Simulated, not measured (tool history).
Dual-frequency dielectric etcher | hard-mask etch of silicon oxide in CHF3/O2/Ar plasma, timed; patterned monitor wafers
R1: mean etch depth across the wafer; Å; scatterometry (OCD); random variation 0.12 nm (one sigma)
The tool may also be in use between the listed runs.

{"run": 1, "day": 0.0, "source power (kW)": 0.63, "bias power (kW)": 0.126, "etch time (s)": 16.0, "R1": 263.76}
{"run": 2, "day": 0.067, "source power (kW)": 0.67, "bias power (kW)": 0.127, "etch time (s)": 16.0, "R1": 271.67}
{"run": 3, "day": 0.388, "source power (kW)": 0.67, "bias power (kW)": 0.112, "etch time (s)": 16.0, "R1": 261.37}
{"run": 4, "day": 0.742, "source power (kW)": 0.67, "bias power (kW)": 0.112, "etch time (s)": 14.5, "R1": 238.23}
{"run": 5, "day": 0.925, "source power (kW)": 0.67, "bias power (kW)": 0.112, "etch time (s)": 14.5, "R1": 237.4}
{"run": 6, "day": 1.275, "source power (kW)": 0.72, "bias power (kW)": 0.118, "etch time (s)": 14.5, "R1": 247.87}
{"run": 7, "day": 1.388, "source power (kW)": 0.75, "bias power (kW)": 0.127, "etch time (s)": 14.5, "R1": 258.78}
{"run": 8, "day": 1.421, "source power (kW)": 0.77, "bias power (kW)": 0.133, "etch time (s)": 14.5, "R1": 264.84}
{"run": 9, "day": 1.729, "source power (kW)": 0.79, "bias power (kW)": 0.138, "etch time (s)": 14.5, "R1": 270.64}
{"run": 10, "day": 1.829, "source power (kW)": 0.81, "bias power (kW)": 0.142, "etch time (s)": 14.5, "R1": 274.61}
{"run": 11, "day": 2.096, "source power (kW)": 0.82, "bias power (kW)": 0.145, "etch time (s)": 14.5, "R1": 279.24}

The next listed run, before its measurement:
{"run": 12, "day": 2.204, "source power (kW)": 0.83, "bias power (kW)": 0.147, "etch time (s)": 14.5, "R1": "?"}

{"run 12": {"R1": 281.85}}
